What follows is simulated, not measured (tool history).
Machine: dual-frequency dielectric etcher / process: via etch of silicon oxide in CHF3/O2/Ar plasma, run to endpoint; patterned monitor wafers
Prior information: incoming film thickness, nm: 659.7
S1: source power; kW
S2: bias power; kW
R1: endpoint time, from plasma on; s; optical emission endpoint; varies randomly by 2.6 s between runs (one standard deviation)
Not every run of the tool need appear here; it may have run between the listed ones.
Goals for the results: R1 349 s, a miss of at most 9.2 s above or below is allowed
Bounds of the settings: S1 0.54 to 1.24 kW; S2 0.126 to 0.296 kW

{"run": 1, "hour": 0.0, "S1": 0.89, "S2": 0.211, "R1": 290.28}
{"run": 2, "hour": 2.9, "S1": 0.85, "S2": 0.206, "R1": 293.24}
{"run": 3, "hour": 8.8, "S1": 0.81, "S2": 0.197, "R1": 302.38}
{"run": 4, "hour": 15.7, "S1": 0.9, "S2": 0.197, "R1": 295.44}
{"run": 5, "hour": 16.5, "S1": 0.9, "S2": 0.16, "R1": 310.75}
{"run": 6, "hour": 24.1, "S1": 0.9, "S2": 0.141, "R1": 315.26}
{"run": 7, "hour": 32.6, "S1": 0.87, "S2": 0.139, "R1": 325.46}
{"run": 8, "hour": 41.3, "S1": 0.85, "S2": 0.138, "R1": 327.5}

4 candidate next runs follow, results not yet known. Just one meets every target within its allowed miss. Identify it.
{"run": "A", "hour": 50.0, "S1": 1.01, "S2": 0.18, "R1": "?"}
{"run": "B", "hour": 50.0, "S1": 0.73, "S2": 0.126, "R1": "?"}
{"run": "C", "hour": 50.0, "S1": 0.84, "S2": 0.155, "R1": "?"}
{"run": "D", "hour": 50.0, "S1": 0.84, "S2": 0.13, "R1": "?"}

move=A R1=289.34
move=B R1=347.53
move=C R1=317.9
move=D R1=330.34
A: further off than the last run
B: meets every target
C: further off than the last run
D: gains on the last run, yet a result remains outside its allowed miss
Correct choice: B, which meets every target
